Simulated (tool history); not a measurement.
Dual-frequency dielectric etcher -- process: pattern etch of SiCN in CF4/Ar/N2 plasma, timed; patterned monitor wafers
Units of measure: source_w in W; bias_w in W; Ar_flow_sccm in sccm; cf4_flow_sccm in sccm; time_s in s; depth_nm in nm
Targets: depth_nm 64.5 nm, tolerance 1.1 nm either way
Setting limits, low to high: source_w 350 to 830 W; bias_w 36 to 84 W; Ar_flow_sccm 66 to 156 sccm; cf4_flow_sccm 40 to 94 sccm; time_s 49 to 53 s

run,hour,source_w,bias_w,Ar_flow_sccm,cf4_flow_sccm,time_s,depth_nm
1,0,590,60,111,67,53,54.79
2,7.8,600,60,111,67,53,55.418
3,9.4,610,60,111,67,53,56.087
4,14.4,610,60,111,59,53,54.768
5,18.1,630,60,111,59,53,55.959
6,26.6,540,60,111,59,53,50.579
7,34,570,60,111,59,53,52.311
8,39.7,590,60,111,59,53,53.602
9,41.7,710,61,111,59,53,61.671
10,49.8,720,61,111,59,53,62.081

Which one of the following 5 next-run settings gets every result inside its allowed miss? There is exactly one.
A,57.9,820,74,118,42,51.5,?
B,57.9,830,68,105,50,50.5,?
C,57.9,780,72,118,66,50,?
D,57.9,790,61,114,58,52,?
E,57.9,720,61,110,59,52.5,?

move,depth_nm
A,66.65
B,67.045
C,66.837
D,64.477
E,61.377
A: the result that was furthest off in the last run now lies on the other side of its target
B: the result that was furthest off in the last run now lies on the other side of its target
C: the result that was furthest off in the last run now lies on the other side of its target
D: every result lands within tolerance
E: the biggest miss grows against the last run
D is the move that brings every result within its allowed miss.
